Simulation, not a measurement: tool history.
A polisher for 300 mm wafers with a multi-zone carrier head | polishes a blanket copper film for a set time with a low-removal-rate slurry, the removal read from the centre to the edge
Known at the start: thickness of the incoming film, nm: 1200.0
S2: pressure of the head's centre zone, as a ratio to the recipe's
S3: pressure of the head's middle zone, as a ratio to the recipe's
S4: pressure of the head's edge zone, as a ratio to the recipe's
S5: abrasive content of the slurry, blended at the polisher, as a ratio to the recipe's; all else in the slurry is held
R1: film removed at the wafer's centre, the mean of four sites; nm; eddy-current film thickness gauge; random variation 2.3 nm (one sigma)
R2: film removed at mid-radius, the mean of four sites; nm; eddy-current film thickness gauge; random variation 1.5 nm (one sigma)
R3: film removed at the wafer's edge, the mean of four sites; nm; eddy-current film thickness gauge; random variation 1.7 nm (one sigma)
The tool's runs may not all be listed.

run 1 hour=0 | flow_of_slurry_(ml/min)=250 S2=1 S3=1 S4=1 S5=1 polishing_time_(s)=44 | R1=104.86 R2=105.86 R3=103.12
run 2 hour=5.2 | flow_of_slurry_(ml/min)=250 S2=1 S3=0.92 S4=1 S5=1 polishing_time_(s)=44 | R1=105.96 R2=97.32 R3=103.77
run 3 hour=8.7 | flow_of_slurry_(ml/min)=255 S2=1.02 S3=0.95 S4=1.03 S5=1.15 polishing_time_(s)=47 | R1=115.75 R2=110.07 R3=117.78
run 4 hour=12.6 | flow_of_slurry_(ml/min)=230 S2=1.02 S3=0.95 S4=1.03 S5=1.15 polishing_time_(s)=47 | R1=115.62 R2=108.02 R3=115.44
run 5 hour=20.8 | flow_of_slurry_(ml/min)=230 S2=1.02 S3=0.95 S4=1.03 S5=1.05 polishing_time_(s)=47 | R1=115.67 R2=108.91 R3=112.74
run 6 hour=26 | flow_of_slurry_(ml/min)=230 S2=1.06 S3=0.98 S4=1.05 S5=1.15 polishing_time_(s)=50 | R1=128.17 R2=120.07 R3=123

The next listed run, before its measurement:
run 7 hour=33 | flow_of_slurry_(ml/min)=230 S2=1.06 S3=0.98 S4=1.05 S5=1.15 polishing_time_(s)=50 | R1=? R2=? R3=?

Run 7 gave R1 129.51 nm, R2 120.73 nm, R3 122.19 nm.

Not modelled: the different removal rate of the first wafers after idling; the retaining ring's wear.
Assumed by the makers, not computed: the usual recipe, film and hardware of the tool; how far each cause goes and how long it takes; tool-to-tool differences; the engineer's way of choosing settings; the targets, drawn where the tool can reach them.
